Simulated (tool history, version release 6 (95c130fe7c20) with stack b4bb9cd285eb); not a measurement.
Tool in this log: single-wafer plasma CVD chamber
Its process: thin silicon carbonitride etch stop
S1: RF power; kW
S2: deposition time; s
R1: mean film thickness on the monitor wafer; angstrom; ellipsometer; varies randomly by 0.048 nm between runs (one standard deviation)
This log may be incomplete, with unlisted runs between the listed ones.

{"run": 1, "hour": 0.0, "S1": 0.225, "S2": 18.4, "R1": 106.05}
{"run": 2, "hour": 6.6, "S1": 0.24, "S2": 19.3, "R1": 113.79}
{"run": 3, "hour": 9.5, "S1": 0.24, "S2": 21.5, "R1": 127.14}
{"run": 4, "hour": 13.2, "S1": 0.25, "S2": 21.6, "R1": 129.88}
{"run": 5, "hour": 15.0, "S1": 0.26, "S2": 21.6, "R1": 130.81}
{"hour": 21.2, "done": "thermocouple changed; heater temperature recalibrated"}
{"run": 6, "hour": 21.2, "S1": 0.26, "S2": 19, "R1": 115.5}
{"run": 7, "hour": 30.0, "S1": 0.265, "S2": 19.7, "R1": 119.86}

Expected results for the next run?
{"run": 8, "hour": 34.1, "S1": 0.27, "S2": 20.2, "R1": "?"}

{"run 8": {"R1": 124.11}}
